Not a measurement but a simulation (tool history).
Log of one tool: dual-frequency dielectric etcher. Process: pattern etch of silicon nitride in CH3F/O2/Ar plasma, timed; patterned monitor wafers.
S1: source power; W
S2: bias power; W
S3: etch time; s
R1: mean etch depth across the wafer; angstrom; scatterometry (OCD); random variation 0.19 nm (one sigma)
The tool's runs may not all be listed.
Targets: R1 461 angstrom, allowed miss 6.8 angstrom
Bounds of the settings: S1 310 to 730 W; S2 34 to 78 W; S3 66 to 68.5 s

{"run": 1, "hour": 0.0, "S1": 520, "S2": 56, "S3": 66, "R1": 517.27}
{"run": 2, "hour": 8.0, "S1": 520, "S2": 56, "S3": 68.5, "R1": 542.56}
{"run": 3, "hour": 14.1, "S1": 590, "S2": 56, "S3": 68.5, "R1": 579.54}
{"run": 4, "hour": 19.1, "S1": 500, "S2": 56, "S3": 68.5, "R1": 528.17}
{"run": 5, "hour": 27.7, "S1": 500, "S2": 66, "S3": 68.5, "R1": 559.52}
{"hour": 35.4, "done": "wet clean of the chamber"}
{"run": 6, "hour": 35.4, "S1": 500, "S2": 66, "S3": 66, "R1": 513.55}
{"run": 7, "hour": 43.0, "S1": 480, "S2": 66, "S3": 66, "R1": 503.38}
{"run": 8, "hour": 50.3, "S1": 470, "S2": 66, "S3": 66, "R1": 501.39}
{"run": 9, "hour": 55.7, "S1": 460, "S2": 66, "S3": 66, "R1": 496.31}
{"run": 10, "hour": 62.5, "S1": 360, "S2": 65, "S3": 66, "R1": 430.76}
{"run": 11, "hour": 65.1, "S1": 370, "S2": 65, "S3": 66, "R1": 434.49}
{"run": 12, "hour": 71.6, "S1": 380, "S2": 65, "S3": 66, "R1": 444.04}
{"run": 13, "hour": 80.2, "S1": 380, "S2": 65, "S3": 66, "R1": 442.63}
{"run": 14, "hour": 84.4, "S1": 390, "S2": 65, "S3": 66, "R1": 450.53}
{"run": 15, "hour": 86.8, "S1": 390, "S2": 65, "S3": 66, "R1": 450.8}

4 next moves are on the table. One of them brings every result within its allowed miss. Which?
{"run": "A", "hour": 89.2, "S1": 320, "S2": 76, "S3": 68.5, "R1": "?"}
{"run": "B", "hour": 89.2, "S1": 440, "S2": 53, "S3": 68, "R1": "?"}
{"run": "C", "hour": 89.2, "S1": 360, "S2": 65, "S3": 68.5, "R1": "?"}
{"run": "D", "hour": 89.2, "S1": 370, "S2": 68, "S3": 66, "R1": "?"}

move=A R1=443.4
move=B R1=462.1
move=C R1=448.07
move=D R1=445.84
A: further off than the last run
B: meets every target
C: further off than the last run
D: further off than the last run
Answer: B

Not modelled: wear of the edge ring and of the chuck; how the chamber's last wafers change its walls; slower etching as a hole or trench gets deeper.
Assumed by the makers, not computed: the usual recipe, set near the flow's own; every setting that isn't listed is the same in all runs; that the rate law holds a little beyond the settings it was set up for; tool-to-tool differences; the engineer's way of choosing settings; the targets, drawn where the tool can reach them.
